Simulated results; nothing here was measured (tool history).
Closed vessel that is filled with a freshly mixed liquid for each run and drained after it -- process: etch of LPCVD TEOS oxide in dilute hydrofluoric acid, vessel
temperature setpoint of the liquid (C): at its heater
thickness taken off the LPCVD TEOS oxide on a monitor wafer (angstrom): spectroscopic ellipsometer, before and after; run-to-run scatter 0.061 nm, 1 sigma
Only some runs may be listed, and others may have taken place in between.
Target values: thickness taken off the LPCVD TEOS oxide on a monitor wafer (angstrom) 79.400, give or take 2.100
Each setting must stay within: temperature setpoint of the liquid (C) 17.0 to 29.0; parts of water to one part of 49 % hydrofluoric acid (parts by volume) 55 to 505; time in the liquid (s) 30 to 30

run  hour  temperature setpoint of the liquid (C)  parts of water to one part of 49 % hydrofluoric acid (parts by volume)  time in the liquid (s)  thickness taken off the LPCVD TEOS oxide on a monitor wafer (angstrom)
  1   0.0                                    21.0                                                                     280                      30                                                                  22.527
  2   0.9                                    22.5                                                                     280                      30                                                                  23.538
  3   6.0                                    19.5                                                                     280                      30                                                                  21.071
  4   8.2                                    19.5                                                                     280                      30                                                                  21.036
  5  13.1                                    22.5                                                                     280                      30                                                                  23.189
     19.4  -- thermometer replaced
  6  19.4                                    25.5                                                                     280                      30                                                                  28.424
  7  21.5                                    26.0                                                                     250                      30                                                                  33.366
  8  28.0                                    26.5                                                                     225                      30                                                                  38.283
  9  36.2                                    27.0                                                                     205                      30                                                                  44.171
 10  44.0                                    27.0                                                                     205                      30                                                                  44.173
 11  46.6                                    27.5                                                                     190                      30                                                                  49.601
 12  48.8                                    27.5                                                                     180                      30                                                                  53.543
 13  55.8                                    27.5                                                                     170                      30                                                                  57.056
 14  62.1                                    27.5                                                                     165                      30                                                                  59.369
 15  65.0                                    29.0                                                                     105                      30                                                                 104.440

Exactly one of the 5 candidate moves below puts every result within its allowed miss. Which one?
  A  67.9                                    28.5                                                                     125                      30                                                                       ?
  B  67.9                                    26.5                                                                      70                      30                                                                       ?
  C  67.9                                    29.0                                                                     125                      30                                                                       ?
  D  67.9                                    28.5                                                                     120                      30                                                                       ?
  E  67.9                                    25.5                                                                     120                      30                                                                       ?

move  thickness taken off the LPCVD TEOS oxide on a monitor wafer (angstrom)
   A                                                                  84.659
   B                                                                 150.690
   C                                                                  86.247
   D                                                                  88.770
   E                                                                  79.220
A: better than the last run, though not everything is in spec
B: misses by more than the last run did
C: better than the last run, though not everything is in spec
D: better than the last run, though not everything is in spec
E: all results in spec
Go with E: it meets all targets.

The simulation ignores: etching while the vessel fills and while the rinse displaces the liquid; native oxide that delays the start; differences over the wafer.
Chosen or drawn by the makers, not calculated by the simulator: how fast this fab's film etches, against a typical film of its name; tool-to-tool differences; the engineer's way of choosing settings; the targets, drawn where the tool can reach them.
